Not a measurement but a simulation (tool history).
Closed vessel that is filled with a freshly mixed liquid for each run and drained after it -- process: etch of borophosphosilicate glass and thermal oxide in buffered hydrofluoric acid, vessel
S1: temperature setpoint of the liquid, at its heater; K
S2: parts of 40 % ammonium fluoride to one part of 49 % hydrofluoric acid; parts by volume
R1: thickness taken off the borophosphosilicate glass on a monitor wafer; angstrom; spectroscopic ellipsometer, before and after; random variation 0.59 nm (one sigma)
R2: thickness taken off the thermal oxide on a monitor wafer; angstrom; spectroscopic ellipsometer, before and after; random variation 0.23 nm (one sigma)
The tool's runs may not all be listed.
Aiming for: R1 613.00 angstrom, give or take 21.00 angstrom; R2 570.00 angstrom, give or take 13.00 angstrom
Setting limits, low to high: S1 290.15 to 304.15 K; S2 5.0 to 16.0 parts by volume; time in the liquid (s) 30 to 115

run 1 hour=0.0 | S1=296.15 S2=9.5 time_in_the_liquid_(s)=60 | R1=770.77 R2=704.65
run 2 hour=5.7 | S1=298.15 S2=9.5 time_in_the_liquid_(s)=60 | R1=854.12 R2=788.79
run 3 hour=10.9 | S1=300.65 S2=9.5 time_in_the_liquid_(s)=60 | R1=962.56 R2=906.73
run 4 hour=12.8 | S1=300.65 S2=11.0 time_in_the_liquid_(s)=60 | R1=854.48 R2=794.12
run 5 hour=21.8 | S1=300.65 S2=11.0 time_in_the_liquid_(s)=80 | R1=1125.00 R2=1061.80
run 6 hour=27.6 | S1=300.65 S2=11.0 time_in_the_liquid_(s)=60 | R1=849.19 R2=792.25
run 7 hour=31.7 | S1=299.15 S2=11.0 time_in_the_liquid_(s)=60 | R1=768.71 R2=737.67
run 8 hour=32.5 | S1=298.15 S2=11.0 time_in_the_liquid_(s)=60 | R1=748.18 R2=688.12

Exercise: of the 5 proposed moves below, exactly one satisfies all targets within the stated allowed misses. Which move is it?
run A hour=33.3 | S1=296.15 S2=14.0 time_in_the_liquid_(s)=65 | R1=? R2=?
run B hour=33.3 | S1=292.15 S2=11.5 time_in_the_liquid_(s)=75 | R1=? R2=?
run C hour=33.3 | S1=297.15 S2=15.0 time_in_the_liquid_(s)=70 | R1=? R2=?
run D hour=33.3 | S1=296.65 S2=11.0 time_in_the_liquid_(s)=50 | R1=? R2=?
run E hour=33.3 | S1=302.65 S2=13.5 time_in_the_liquid_(s)=45 | R1=? R2=?

move=A R1=570.19 R2=534.55
move=B R1=640.91 R2=598.57
move=C R1=605.61 R2=568.26
move=D R1=571.40 R2=535.08
move=E R1=578.52 R2=544.11
A: takes the result that was furthest off past its target
B: an improvement on the last run, though not all results are within tolerance
C: meets every target
D: takes the result that was furthest off past its target
E: takes the result that was furthest off past its target
Correct choice: C, which meets every target
